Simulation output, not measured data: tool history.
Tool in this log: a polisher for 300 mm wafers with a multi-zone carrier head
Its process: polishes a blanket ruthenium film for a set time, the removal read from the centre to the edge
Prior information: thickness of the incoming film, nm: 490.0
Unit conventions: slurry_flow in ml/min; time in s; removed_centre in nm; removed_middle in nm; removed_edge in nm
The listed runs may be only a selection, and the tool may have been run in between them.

run,hour,slurry_flow,centre_zone,middle_zone,edge_zone,time,removed_centre,removed_middle,removed_edge
1,0.0,300,1.00,1.00,1.00,41,47.066,47.472,47.794
2,5.7,300,1.00,1.00,1.00,50,56.597,57.174,58.746
3,7.1,305,1.00,1.01,1.01,50,58.251,57.816,59.176
4,8.9,305,1.00,1.01,1.01,43,49.029,49.969,50.239
5,14.2,305,1.00,0.96,1.01,43,49.468,47.821,50.611
6,21.2,310,1.00,0.98,1.03,44,51.628,49.308,51.135
7,24.0,300,1.00,0.99,1.03,45,51.283,50.923,52.890
8,28.7,300,1.00,1.00,1.04,46,52.900,52.971,53.635

Forecast run 9:
9,36.8,305,0.99,1.00,1.04,47,?,?,?

{"run 9": {"removed_centre": 53.088, "removed_middle": 52.574, "removed_edge": 56.267}}
